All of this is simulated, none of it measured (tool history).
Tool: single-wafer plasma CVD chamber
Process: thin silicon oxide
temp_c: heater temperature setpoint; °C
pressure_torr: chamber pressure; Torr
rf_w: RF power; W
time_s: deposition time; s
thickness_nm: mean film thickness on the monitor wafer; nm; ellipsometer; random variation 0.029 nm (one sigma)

run 1 hour=0 | temp_c=420 pressure_torr=0.734 rf_w=340 time_s=6.99 | thickness_nm=12.644
run 2 hour=0.9 | temp_c=420 pressure_torr=0.734 rf_w=340 time_s=6.64 | thickness_nm=11.989
run 3 hour=5.6 | temp_c=420 pressure_torr=0.609 rf_w=340 time_s=6.64 | thickness_nm=9.9355
run 4 hour=7.1 | temp_c=420 pressure_torr=0.609 rf_w=340 time_s=6.99 | thickness_nm=10.497
run 5 hour=10.8 | temp_c=420 pressure_torr=0.691 rf_w=340 time_s=6.99 | thickness_nm=11.872
run 6 hour=18.5 | temp_c=420 pressure_torr=0.685 rf_w=340 time_s=6.99 | thickness_nm=11.837
run 7 hour=19.2 | temp_c=420 pressure_torr=0.679 rf_w=340 time_s=6.99 | thickness_nm=11.674
run 8 hour=21.6 | temp_c=420 pressure_torr=0.675 rf_w=340 time_s=6.99 | thickness_nm=11.579
run 9 hour=30.3 | temp_c=420 pressure_torr=0.671 rf_w=340 time_s=6.99 | thickness_nm=11.546

Forecast run 10:
run 10 hour=39.2 | temp_c=420 pressure_torr=0.668 rf_w=340 time_s=6.99 | thickness_nm=?

Run 10 gave thickness_nm 11.498 nm.

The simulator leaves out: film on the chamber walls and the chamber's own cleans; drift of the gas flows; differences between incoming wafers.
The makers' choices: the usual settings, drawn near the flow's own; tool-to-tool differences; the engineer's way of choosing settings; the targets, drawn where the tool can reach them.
